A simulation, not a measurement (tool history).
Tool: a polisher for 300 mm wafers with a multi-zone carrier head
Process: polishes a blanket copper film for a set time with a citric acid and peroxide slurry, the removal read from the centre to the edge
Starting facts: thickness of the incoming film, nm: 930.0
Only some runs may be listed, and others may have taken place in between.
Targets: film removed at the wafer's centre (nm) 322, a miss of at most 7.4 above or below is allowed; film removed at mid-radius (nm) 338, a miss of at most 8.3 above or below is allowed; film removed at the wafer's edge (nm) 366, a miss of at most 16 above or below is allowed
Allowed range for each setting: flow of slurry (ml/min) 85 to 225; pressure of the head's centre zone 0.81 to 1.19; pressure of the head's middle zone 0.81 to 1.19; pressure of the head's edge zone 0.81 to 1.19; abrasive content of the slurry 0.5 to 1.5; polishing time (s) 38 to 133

run,day,flow of slurry (ml/min),pressure of the head's centre zone,pressure of the head's middle zone,pressure of the head's edge zone,abrasive content of the slurry,polishing time (s),film removed at the wafer's centre (nm),film removed at mid-radius (nm),film removed at the wafer's edge (nm)
1,0,145,1,1,1,1,85,295.69,293.55,298.32
2,0.208,125,1,1,1,1,85,282.7,286.3,289.08
3,0.308,125,1,1.06,1,1,85,286.1,303.06,292.28
4,0.658,135,1,1.06,1.02,1,85,290.35,308.25,293.56
5,0.808,140,0.99,1.05,1.04,1.05,85,291.79,311.16,301.97
6,1.162,140,0.99,0.97,1.04,1.05,85,296.34,286.58,301.19
7,1.446,145,0.97,0.97,1.06,1.1,85,293.03,292.65,312.45
8,1.675,155,0.96,0.97,1.07,1.1,85,293.68,298.31,306.58
9,2.012,150,0.96,0.97,1.08,1.15,86,296.97,301.47,328.71
10,2.358,155,0.96,0.97,1.09,1.15,86,295.4,306.49,326.54
11,2.5,190,0.96,0.94,1.19,1.4,87,329.11,320.5,358.67

Which single option among these 4 for the next run brings every result within its allowed miss of target? Just one does.
A,2.642,165,0.98,1.11,0.98,1.35,87,?,?,?
B,2.642,225,0.91,0.95,1.16,1.5,86,?,?,?
C,2.642,210,0.89,0.95,1.19,1.5,95,?,?,?
D,2.642,180,0.99,0.92,1.19,1.5,86,?,?,?

move,film removed at the wafer's centre (nm),film removed at mid-radius (nm),film removed at the wafer's edge (nm)
A,325.93,362.91,320.1
B,322.33,337.42,365.4
C,344.53,369.25,406.18
D,338.03,317.58,361.41
A: takes the biggest miss from the last run beyond its target
B: all results in spec
C: takes the biggest miss from the last run beyond its target
D: misses by more than the last run did
Go with B: it meets all targets.

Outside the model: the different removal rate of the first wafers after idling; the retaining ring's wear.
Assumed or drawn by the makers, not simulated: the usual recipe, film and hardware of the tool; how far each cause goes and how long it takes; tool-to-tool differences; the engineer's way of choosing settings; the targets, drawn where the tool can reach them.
